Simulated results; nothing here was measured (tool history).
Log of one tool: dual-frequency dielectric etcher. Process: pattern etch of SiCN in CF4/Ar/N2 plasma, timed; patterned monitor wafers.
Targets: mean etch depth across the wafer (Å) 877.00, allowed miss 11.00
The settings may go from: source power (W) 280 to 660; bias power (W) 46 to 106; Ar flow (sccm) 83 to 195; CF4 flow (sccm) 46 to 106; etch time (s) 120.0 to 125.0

| run | day | source power (W) | bias power (W) | Ar flow (sccm) | CF4 flow (sccm) | etch time (s) | mean etch depth across the wafer (Å) |
|---|---|---|---|---|---|---|---|
| 1 | 0.000 | 470 | 76 | 139 | 76 | 120.0 | 1027.50 |
| 2 | 0.192 | 450 | 76 | 139 | 76 | 120.0 | 984.04 |
| 3 | 0.442 | 440 | 76 | 139 | 76 | 120.0 | 954.49 |
| 4 | 0.617 | 440 | 76 | 148 | 76 | 120.0 | 951.87 |
| 5 | 0.783 | 440 | 76 | 148 | 76 | 125.0 | 987.12 |
| 6 | 0.962 | 480 | 76 | 148 | 76 | 125.0 | 1088.10 |
| 7 | 1.267 | 450 | 76 | 148 | 76 | 125.0 | 1010.10 |
|  | 1.500 | CF4 flow controller replaced |
| 8 | 1.500 | 430 | 76 | 148 | 76 | 125.0 | 972.88 |
| 9 | 1.604 | 420 | 76 | 148 | 76 | 125.0 | 950.60 |
| 10 | 1.796 | 410 | 76 | 148 | 76 | 125.0 | 925.43 |
| 11 | 2.083 | 400 | 76 | 148 | 76 | 125.0 | 899.59 |

Which of these 4 next moves meets every target?
| A | 2.371 | 420 | 75 | 143 | 73 | 120.5 | ? |
| B | 2.371 | 440 | 70 | 177 | 57 | 125.0 | ? |
| C | 2.371 | 420 | 71 | 172 | 79 | 125.0 | ? |
| D | 2.371 | 390 | 82 | 147 | 71 | 122.5 | ? |

| move | mean etch depth across the wafer (Å) |
|---|---|
| A | 914.90 |
| B | 913.01 |
| C | 915.04 |
| D | 883.85 |
A: further off than the last run
B: further off than the last run
C: further off than the last run
D: meets every target
The right move is D.
